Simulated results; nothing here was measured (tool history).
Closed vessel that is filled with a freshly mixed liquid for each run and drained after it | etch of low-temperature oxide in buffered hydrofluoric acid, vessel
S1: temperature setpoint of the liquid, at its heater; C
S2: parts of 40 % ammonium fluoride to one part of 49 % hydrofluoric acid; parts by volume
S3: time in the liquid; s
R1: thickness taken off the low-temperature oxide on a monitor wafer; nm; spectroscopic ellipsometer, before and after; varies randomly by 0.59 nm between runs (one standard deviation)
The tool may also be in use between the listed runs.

run  hour    S1    S2  S3       R1
  1   0.0  23.0  19.5  35  101.320
  2   2.8  25.5  18.5  35  122.210
  3   4.0  25.5  21.0  35  109.640
  4   4.5  23.5  21.0  35   98.894
      8.8  -- thermometer replaced
  5   8.8  25.0  21.0  35  113.250
  6  12.4  22.5  21.0  35   98.534
  7  18.9  25.0  18.5  35  126.290
  8  24.1  26.5  18.5  35  136.490

Forecast run 9:
  9  32.8  28.0  18.5  35   ?

{"run 9": {"R1": 148.08}}
